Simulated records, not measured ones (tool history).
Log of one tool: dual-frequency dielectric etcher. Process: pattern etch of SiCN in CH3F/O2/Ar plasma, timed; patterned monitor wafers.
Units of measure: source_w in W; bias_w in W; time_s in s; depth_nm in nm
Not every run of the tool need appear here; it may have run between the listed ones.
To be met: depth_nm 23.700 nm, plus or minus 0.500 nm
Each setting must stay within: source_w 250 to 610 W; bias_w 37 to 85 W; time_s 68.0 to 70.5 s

run	hour	source_w	bias_w	time_s	depth_nm
1	0.0	430	61	68.0	26.609
2	4.2	410	60	68.0	25.680
3	10.0	410	60	70.5	26.736
4	14.9	390	60	70.5	26.075
5	19.1	380	60	70.5	25.582
6	27.3	370	60	70.5	25.409
7	29.6	360	60	70.5	25.107
8	31.7	350	60	70.5	24.795
9	37.9	340	60	70.5	24.247

Consider the 4 candidate settings below. Which is the only one whose results all fall within their allowed miss of target?
A	44.1	350	63	69.5	?
B	44.1	360	56	69.0	?
C	44.1	350	65	68.0	?
D	44.1	370	58	70.5	?

move	depth_nm
A	25.190
B	23.937
C	25.021
D	25.201
A: lands further from the targets than the last run did
B: all results in spec
C: lands further from the targets than the last run did
D: lands further from the targets than the last run did
The right move is B.

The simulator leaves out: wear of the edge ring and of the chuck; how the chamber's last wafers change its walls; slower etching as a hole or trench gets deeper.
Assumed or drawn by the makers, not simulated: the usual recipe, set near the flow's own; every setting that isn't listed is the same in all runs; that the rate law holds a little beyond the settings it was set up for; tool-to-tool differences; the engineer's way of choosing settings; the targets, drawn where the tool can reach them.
